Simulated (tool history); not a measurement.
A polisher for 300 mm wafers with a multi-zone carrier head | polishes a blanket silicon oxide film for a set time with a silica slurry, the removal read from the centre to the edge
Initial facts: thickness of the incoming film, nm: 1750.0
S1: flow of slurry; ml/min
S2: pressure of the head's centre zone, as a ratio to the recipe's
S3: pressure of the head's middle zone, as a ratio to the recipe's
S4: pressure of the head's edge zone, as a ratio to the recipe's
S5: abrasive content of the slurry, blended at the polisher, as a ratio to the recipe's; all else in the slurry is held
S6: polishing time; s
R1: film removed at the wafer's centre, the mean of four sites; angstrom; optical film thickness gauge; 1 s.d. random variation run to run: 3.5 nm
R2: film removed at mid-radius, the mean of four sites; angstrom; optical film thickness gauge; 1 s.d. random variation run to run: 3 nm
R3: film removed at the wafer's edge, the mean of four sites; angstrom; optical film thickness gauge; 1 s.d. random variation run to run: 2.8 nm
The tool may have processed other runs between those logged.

run 1 hour=0.0 | S1=190 S2=1.00 S3=1.00 S4=1.00 S5=1.00 S6=54 | R1=2358.1 R2=2311.2 R3=2319.9
run 2 hour=2.8 | S1=210 S2=1.03 S3=1.06 S4=1.02 S5=1.15 S6=54 | R1=2597.5 R2=2670.1 R3=2530.4
run 3 hour=4.1 | S1=240 S2=1.03 S3=1.06 S4=1.02 S5=1.15 S6=54 | R1=2694.9 R2=2766.2 R3=2608.3
run 4 hour=10.3 | S1=250 S2=1.06 S3=1.09 S4=1.03 S5=1.20 S6=54 | R1=2908.2 R2=2897.3 R3=2617.5
run 5 hour=13.7 | S1=260 S2=1.06 S3=1.11 S4=1.05 S5=1.30 S6=54 | R1=2968.3 R2=3073.9 R3=2752.2
run 6 hour=14.6 | S1=260 S2=1.06 S3=1.11 S4=1.02 S5=1.30 S6=54 | R1=3040.4 R2=3067.0 R3=2754.8
run 7 hour=20.1 | S1=265 S2=1.06 S3=1.13 S4=1.03 S5=1.35 S6=54 | R1=3022.0 R2=3168.4 R3=2828.1
run 8 hour=24.6 | S1=270 S2=1.07 S3=1.15 S4=1.03 S5=1.40 S6=54 | R1=3166.7 R2=3278.2 R3=2848.4
run 9 hour=28.4 | S1=275 S2=1.07 S3=1.16 S4=1.04 S5=1.45 S6=54 | R1=3227.0 R2=3379.1 R3=2922.7
run 10 hour=33.7 | S1=275 S2=1.07 S3=1.17 S4=1.05 S5=1.45 S6=54 | R1=3155.9 R2=3339.0 R3=2924.4
run 11 hour=39.1 | S1=280 S2=1.07 S3=1.17 S4=1.05 S5=1.45 S6=54 | R1=3235.2 R2=3376.2 R3=3001.0
run 12 hour=45.7 | S1=280 S2=1.07 S3=1.18 S4=1.04 S5=1.45 S6=54 | R1=3204.2 R2=3410.4 R3=2865.4

Run 13 has not been measured yet. What should we expect?
run 13 hour=50.9 | S1=280 S2=1.07 S3=1.18 S4=1.05 S5=1.45 S6=54 | R1=? R2=? R3=?

{"run 13": {"R1": 3173.2, "R2": 3391.9, "R3": 2905.6}}
